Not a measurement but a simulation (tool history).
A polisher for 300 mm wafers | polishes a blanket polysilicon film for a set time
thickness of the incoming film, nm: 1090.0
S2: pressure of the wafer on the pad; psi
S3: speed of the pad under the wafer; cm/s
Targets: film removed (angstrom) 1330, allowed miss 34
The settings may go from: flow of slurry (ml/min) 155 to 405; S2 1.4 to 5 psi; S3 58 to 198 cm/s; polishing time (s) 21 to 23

{"run": 1, "hour": 0.0, "flow of slurry (ml/min)": 260, "S2": 3.2, "S3": 128, "polishing time (s)": 23, "film removed (angstrom)": 2386}
{"run": 2, "hour": 4.6, "flow of slurry (ml/min)": 255, "S2": 2.6, "S3": 128, "polishing time (s)": 23, "film removed (angstrom)": 1935.3}
{"run": 3, "hour": 10.5, "flow of slurry (ml/min)": 255, "S2": 3.2, "S3": 128, "polishing time (s)": 23, "film removed (angstrom)": 2364}
{"run": 4, "hour": 14.9, "flow of slurry (ml/min)": 250, "S2": 2.6, "S3": 128, "polishing time (s)": 23, "film removed (angstrom)": 1966.8}
{"run": 5, "hour": 20.7, "flow of slurry (ml/min)": 250, "S2": 2.2, "S3": 128, "polishing time (s)": 23, "film removed (angstrom)": 1667.9}
{"run": 6, "hour": 23.7, "flow of slurry (ml/min)": 250, "S2": 2, "S3": 128, "polishing time (s)": 23, "film removed (angstrom)": 1529}
{"run": 7, "hour": 27.7, "flow of slurry (ml/min)": 250, "S2": 1.9, "S3": 128, "polishing time (s)": 23, "film removed (angstrom)": 1454.5}
{"run": 8, "hour": 29.5, "flow of slurry (ml/min)": 250, "S2": 1.8, "S3": 128, "polishing time (s)": 23, "film removed (angstrom)": 1388.3}

Which of these 5 next moves meets every target?
{"run": "A", "hour": 31.3, "flow of slurry (ml/min)": 200, "S2": 1.6, "S3": 146, "polishing time (s)": 23, "film removed (angstrom)": "?"}
{"run": "B", "hour": 31.3, "flow of slurry (ml/min)": 235, "S2": 2, "S3": 122, "polishing time (s)": 21, "film removed (angstrom)": "?"}
{"run": "C", "hour": 31.3, "flow of slurry (ml/min)": 260, "S2": 1.7, "S3": 134, "polishing time (s)": 23, "film removed (angstrom)": "?"}
{"run": "D", "hour": 31.3, "flow of slurry (ml/min)": 305, "S2": 2.3, "S3": 110, "polishing time (s)": 21, "film removed (angstrom)": "?"}
{"run": "E", "hour": 31.3, "flow of slurry (ml/min)": 190, "S2": 1.7, "S3": 134, "polishing time (s)": 21, "film removed (angstrom)": "?"}

move=A film_removed_(angstrom)=1393.6
move=B film_removed_(angstrom)=1329.7
move=C film_removed_(angstrom)=1392.1
move=D film_removed_(angstrom)=1403.3
move=E film_removed_(angstrom)=1229
A: further off than the last run
B: meets every target
C: further off than the last run
D: further off than the last run
E: takes the result that was furthest off past its target
The right move is B.
